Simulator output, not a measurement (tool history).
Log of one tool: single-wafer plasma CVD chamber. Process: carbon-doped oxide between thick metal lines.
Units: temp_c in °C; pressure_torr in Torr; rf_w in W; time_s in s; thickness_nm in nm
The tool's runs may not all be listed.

run 1 day=0 | temp_c=350 pressure_torr=6.97 rf_w=430 time_s=97 | thickness_nm=533.96
run 2 day=0.342 | temp_c=350 pressure_torr=6.97 rf_w=380 time_s=97 | thickness_nm=476.58
run 3 day=0.467 | temp_c=346 pressure_torr=7.35 rf_w=410 time_s=97 | thickness_nm=525.23
run 4 day=0.5 | temp_c=346 pressure_torr=6.29 rf_w=410 time_s=97 | thickness_nm=516.79
run 5 day=0.596 | temp_c=341 pressure_torr=6.56 rf_w=425 time_s=97 | thickness_nm=543.24
run 6 day=0.804 | temp_c=341 pressure_torr=6.56 rf_w=425 time_s=97 | thickness_nm=548.65
run 7 day=1.167 | temp_c=337 pressure_torr=6.83 rf_w=430 time_s=97 | thickness_nm=558.85
run 8 day=1.233 | temp_c=335 pressure_torr=6.96 rf_w=440 time_s=97 | thickness_nm=574.36
run 9 day=1.375 | temp_c=333 pressure_torr=7.04 rf_w=450 time_s=97 | thickness_nm=593.48

The next listed run, before its measurement:
run 10 day=1.683 | temp_c=331 pressure_torr=7.16 rf_w=455 time_s=97 | thickness_nm=?

Run 10 gave thickness_nm 604.62 nm.

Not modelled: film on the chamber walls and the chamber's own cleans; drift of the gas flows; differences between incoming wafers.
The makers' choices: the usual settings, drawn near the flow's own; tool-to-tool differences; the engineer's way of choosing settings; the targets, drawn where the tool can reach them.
